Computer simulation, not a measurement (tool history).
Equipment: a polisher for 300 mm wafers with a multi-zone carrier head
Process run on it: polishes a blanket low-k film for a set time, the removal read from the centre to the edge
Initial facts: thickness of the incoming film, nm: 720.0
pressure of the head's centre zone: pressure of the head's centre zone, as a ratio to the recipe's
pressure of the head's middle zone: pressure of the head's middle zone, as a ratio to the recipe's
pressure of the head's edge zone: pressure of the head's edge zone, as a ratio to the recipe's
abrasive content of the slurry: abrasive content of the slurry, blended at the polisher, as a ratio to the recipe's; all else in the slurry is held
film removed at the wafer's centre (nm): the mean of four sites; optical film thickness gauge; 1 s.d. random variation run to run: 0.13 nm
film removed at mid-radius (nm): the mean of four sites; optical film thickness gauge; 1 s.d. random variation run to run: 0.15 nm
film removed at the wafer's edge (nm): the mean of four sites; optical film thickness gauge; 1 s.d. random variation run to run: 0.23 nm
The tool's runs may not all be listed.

| run | hour | flow of slurry (ml/min) | pressure of the head's centre zone | pressure of the head's middle zone | pressure of the head's edge zone | abrasive content of the slurry | polishing time (s) | film removed at the wafer's centre (nm) | film removed at mid-radius (nm) | film removed at the wafer's edge (nm) |
|---|---|---|---|---|---|---|---|---|---|---|
| 1 | 0.0 | 305 | 1.00 | 1.00 | 1.00 | 1.00 | 47 | 14.178 | 14.177 | 13.567 |
| 2 | 5.3 | 305 | 1.00 | 1.00 | 1.00 | 1.00 | 41 | 12.217 | 11.918 | 11.947 |
| 3 | 11.2 | 310 | 0.98 | 1.05 | 1.03 | 1.15 | 42 | 12.978 | 13.706 | 12.622 |
| 4 | 18.9 | 310 | 0.98 | 1.05 | 1.03 | 1.15 | 50 | 15.406 | 16.492 | 15.448 |
| 5 | 25.8 | 315 | 0.96 | 1.08 | 1.06 | 1.20 | 50 | 15.501 | 16.753 | 16.145 |
| 6 | 32.3 | 320 | 0.94 | 1.11 | 1.05 | 1.25 | 50 | 15.355 | 17.531 | 15.902 |
| 7 | 36.1 | 320 | 0.94 | 1.11 | 1.05 | 1.25 | 50 | 15.433 | 17.658 | 16.140 |
| 8 | 42.8 | 325 | 0.93 | 1.13 | 1.06 | 1.25 | 50 | 15.149 | 17.808 | 16.103 |
| 9 | 49.9 | 330 | 0.92 | 1.15 | 1.07 | 1.25 | 50 | 15.038 | 18.140 | 16.103 |
| 10 | 52.0 | 335 | 0.92 | 1.16 | 1.08 | 1.25 | 50 | 15.136 | 18.252 | 16.729 |
| 11 | 59.0 | 335 | 0.92 | 1.16 | 1.08 | 1.25 | 50 | 15.130 | 17.977 | 16.000 |

What will run 12 give?
| 12 | 63.2 | 335 | 0.91 | 1.17 | 1.08 | 1.30 | 50 | ? | ? | ? |

Run 12 yielded film removed at the wafer's centre (nm) 15.292, film removed at mid-radius (nm) 18.515, film removed at the wafer's edge (nm) 16.231.

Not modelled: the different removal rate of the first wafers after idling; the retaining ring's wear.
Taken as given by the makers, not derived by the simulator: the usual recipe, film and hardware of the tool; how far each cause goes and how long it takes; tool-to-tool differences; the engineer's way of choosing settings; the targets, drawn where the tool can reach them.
